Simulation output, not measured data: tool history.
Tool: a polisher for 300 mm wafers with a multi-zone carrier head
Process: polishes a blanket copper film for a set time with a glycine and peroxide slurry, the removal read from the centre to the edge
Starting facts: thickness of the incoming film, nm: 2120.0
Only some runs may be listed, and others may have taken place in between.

run	hour	flow of slurry (ml/min)	pressure of the head's centre zone	pressure of the head's middle zone	pressure of the head's edge zone	polishing time (s)	film removed at the wafer's centre (Å)	film removed at mid-radius (Å)	film removed at the wafer's edge (Å)
1	0.0	295	1.00	1.00	1.00	75	2830.2	2852.0	2942.5
2	3.8	225	1.00	1.00	1.00	75	2856.1	2745.6	2899.8
3	8.7	225	1.02	1.02	1.00	78	2990.6	2917.3	2981.1
4	9.5	225	1.02	1.02	1.05	78	2966.8	2930.4	2985.2
5	13.4	225	1.04	1.03	1.05	81	3082.9	3079.9	3154.6
6	18.5	220	1.06	1.04	1.02	84	3332.2	3247.9	3211.9
7	25.7	220	1.08	1.04	1.02	86	3380.2	3248.0	3297.8
8	33.7	215	1.10	1.05	1.00	88	3617.4	3387.2	3341.5
9	41.3	215	1.11	1.05	1.00	90	3827.5	3415.3	3438.7
10	43.3	220	1.12	1.06	1.00	91	3870.1	3521.2	3546.1
11	49.5	225	1.13	1.07	0.99	92	3893.0	3551.1	3493.9

Predict the results of run 12:
12	50.7	225	1.14	1.08	0.99	93	?	?	?

For run 12 the tool returned film removed at the wafer's centre (Å) 3914.8, film removed at mid-radius (Å) 3641.9, film removed at the wafer's edge (Å) 3527.1.
